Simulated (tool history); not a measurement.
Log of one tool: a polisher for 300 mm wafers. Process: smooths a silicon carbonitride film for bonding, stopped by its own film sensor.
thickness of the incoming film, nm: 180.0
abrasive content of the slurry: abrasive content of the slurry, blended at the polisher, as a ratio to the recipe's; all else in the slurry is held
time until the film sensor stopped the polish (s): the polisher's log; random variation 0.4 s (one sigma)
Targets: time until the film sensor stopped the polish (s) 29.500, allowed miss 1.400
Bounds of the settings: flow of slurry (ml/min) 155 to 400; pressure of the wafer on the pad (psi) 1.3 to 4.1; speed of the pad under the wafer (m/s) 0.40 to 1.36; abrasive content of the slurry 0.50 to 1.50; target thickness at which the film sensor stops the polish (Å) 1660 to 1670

run,hour,flow of slurry (ml/min),pressure of the wafer on the pad (psi),speed of the pad under the wafer (m/s),abrasive content of the slurry,target thickness at which the film sensor stops the polish (Å),time until the film sensor stopped the polish (s)
1,0.0,255,2.7,0.88,1.00,1660,48.804
2,2.1,255,2.7,0.88,1.20,1660,45.951
3,9.0,255,2.7,0.88,1.20,1670,42.587
4,14.9,255,2.9,0.88,1.20,1670,39.900
5,17.6,255,2.9,0.88,1.05,1670,42.038
6,24.4,255,3.1,0.88,1.05,1670,39.471
7,30.2,255,3.3,0.88,1.05,1670,36.329
8,32.0,255,3.4,0.88,1.05,1670,35.250
9,38.5,255,3.5,0.88,1.05,1670,35.011
10,39.7,255,3.6,0.88,1.05,1670,34.031

Which of these 4 next moves meets every target?
A,40.9,325,3.6,1.14,1.00,1660,?
B,40.9,235,3.7,0.66,1.15,1660,?
C,40.9,295,3.3,0.78,0.95,1660,?
D,40.9,290,4.0,0.74,1.10,1660,?

move,time until the film sensor stopped the polish (s)
A,29.946
B,44.320
C,45.465
D,37.203
A: meets every target
B: further off than the last run
C: further off than the last run
D: further off than the last run
Answer: A
